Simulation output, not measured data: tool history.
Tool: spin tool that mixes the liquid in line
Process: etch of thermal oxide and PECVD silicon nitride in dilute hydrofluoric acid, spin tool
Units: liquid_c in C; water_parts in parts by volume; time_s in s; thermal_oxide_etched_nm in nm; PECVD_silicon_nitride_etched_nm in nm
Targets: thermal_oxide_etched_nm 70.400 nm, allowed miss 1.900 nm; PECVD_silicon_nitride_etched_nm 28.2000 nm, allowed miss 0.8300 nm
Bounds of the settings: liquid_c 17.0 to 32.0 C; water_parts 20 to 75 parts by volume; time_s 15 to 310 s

run	hour	liquid_c	water_parts	time_s	thermal_oxide_etched_nm	PECVD_silicon_nitride_etched_nm
1	0.0	24.0	45	160	20.241	7.5496
2	3.7	23.0	45	160	19.422	7.0576
3	12.3	25.0	35	180	30.959	11.7490
4	19.2	25.0	50	180	21.213	8.1945
5	19.8	25.0	45	180	23.317	9.1045
6	27.0	25.0	45	115	15.100	5.7859
7	27.5	25.0	45	115	15.016	5.8157
8	32.2	26.0	35	150	26.378	10.3260
9	36.0	29.0	20	225	80.696	32.5610
10	40.9	28.5	20	225	79.276	31.7680
11	45.4	28.0	20	225	77.356	30.4950
12	53.3	28.0	25	225	61.706	24.5290
13	56.0	28.5	25	225	62.528	25.3370
14	59.6	28.5	20	225	79.914	31.5030
15	64.5	28.5	25	225	62.439	25.6380
16	67.1	28.0	20	225	77.467	30.0800
# hour 71.9: thermometer replaced
17	71.9	28.0	20	225	70.109	26.1200
18	80.0	28.5	20	225	71.636	27.0190
19	84.1	29.0	20	225	73.322	27.9340
20	86.2	29.0	20	230	74.546	28.3090
21	90.9	29.5	20	235	77.445	30.1860
22	99.2	30.5	20	235	82.603	32.3150
23	106.3	28.5	20	235	75.294	27.7860
24	111.8	29.0	20	230	74.962	28.6610

5 next moves are on the table. One of them brings every result within its allowed miss. Which?
A	117.3	31.5	30	305	?	?
B	117.3	30.0	25	260	?	?
C	117.3	27.5	20	260	?	?
D	117.3	31.5	30	280	?	?
E	117.3	27.5	20	255	?	?

move	thermal_oxide_etched_nm	PECVD_silicon_nitride_etched_nm
A	72.512	30.0050
B	70.435	27.6940
C	80.146	29.0830
D	66.569	27.5450
E	78.605	28.5240
A: nearer than the last run, and not there yet
B: meets every target
C: further off than the last run
D: takes the result that was furthest off past its target
E: further off than the last run
Move B is the one to make.

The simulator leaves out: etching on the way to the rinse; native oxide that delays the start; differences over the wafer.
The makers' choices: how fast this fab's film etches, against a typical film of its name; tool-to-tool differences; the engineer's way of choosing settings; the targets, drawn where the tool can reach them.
